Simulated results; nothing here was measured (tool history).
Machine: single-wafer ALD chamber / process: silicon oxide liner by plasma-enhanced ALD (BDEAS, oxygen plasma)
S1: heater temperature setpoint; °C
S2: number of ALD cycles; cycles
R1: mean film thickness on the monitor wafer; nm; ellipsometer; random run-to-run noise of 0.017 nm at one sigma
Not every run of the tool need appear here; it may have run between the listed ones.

Run 1, day 0: S1 320 °C, S2 43 cycles. Result: R1 4.0022 nm.
Run 2, day 0.104: S1 330 °C, S2 43 cycles. Result: R1 3.9312 nm.
Run 3, day 0.325: S1 330 °C, S2 38 cycles. Result: R1 3.4568 nm.
Run 4, day 0.367: S1 330 °C, S2 42 cycles. Result: R1 3.8292 nm.
Run 5, day 0.642: S1 330 °C, S2 37 cycles. Result: R1 3.3696 nm.
Run 6, day 0.892: S1 329 °C, S2 40 cycles. Result: R1 3.66 nm.
Run 7, day 0.912: S1 329 °C, S2 42 cycles. Result: R1 3.8277 nm.
Run 8, day 1.15: S1 328 °C, S2 44 cycles. Result: R1 4.0179 nm.
Run 9, day 1.267: S1 328 °C, S2 45 cycles. Result: R1 4.1096 nm.

Expected results for the next run?
Run 10, day 1.479: S1 328 °C, S2 46 cycles. Result: R1 ?.

Run 10 gave R1 4.207 nm.
